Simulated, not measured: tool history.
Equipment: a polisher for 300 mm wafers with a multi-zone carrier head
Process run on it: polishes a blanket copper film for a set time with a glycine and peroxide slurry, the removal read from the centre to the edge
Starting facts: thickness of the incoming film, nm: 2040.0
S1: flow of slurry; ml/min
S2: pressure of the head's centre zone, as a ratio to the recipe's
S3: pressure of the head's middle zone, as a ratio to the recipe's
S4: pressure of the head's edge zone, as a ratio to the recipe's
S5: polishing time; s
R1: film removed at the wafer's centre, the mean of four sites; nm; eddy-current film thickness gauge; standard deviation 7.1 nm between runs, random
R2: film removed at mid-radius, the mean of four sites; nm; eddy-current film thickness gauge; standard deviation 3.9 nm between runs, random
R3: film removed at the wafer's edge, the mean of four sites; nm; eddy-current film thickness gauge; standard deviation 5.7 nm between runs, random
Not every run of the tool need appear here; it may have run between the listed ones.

run	hour	S1	S2	S3	S4	S5	R1	R2	R3
1	0	210	1	1	1	85	336.93	337.56	346.57
2	7.8	210	1.04	1	1	85	338.38	338.82	335.7
3	8.5	210	1.04	1	1.07	85	346.28	339.76	345.2
4	14.2	215	1.05	0.99	1.08	89	363.28	361.95	362.65
5	19.1	215	1.07	0.96	1.08	93	388.35	361.96	383.24
6	19.8	215	1.07	0.96	1.08	80	318.51	306.86	322.25
7	24.3	210	1.08	0.96	1.08	85	354.5	327.87	341.28

Estimate the outcome of run 8 from the log above:
8	31	210	1.09	0.96	1.08	89	?	?	?

Run 8 produced R1 374.66 nm, R2 341.1 nm, R3 361.05 nm.

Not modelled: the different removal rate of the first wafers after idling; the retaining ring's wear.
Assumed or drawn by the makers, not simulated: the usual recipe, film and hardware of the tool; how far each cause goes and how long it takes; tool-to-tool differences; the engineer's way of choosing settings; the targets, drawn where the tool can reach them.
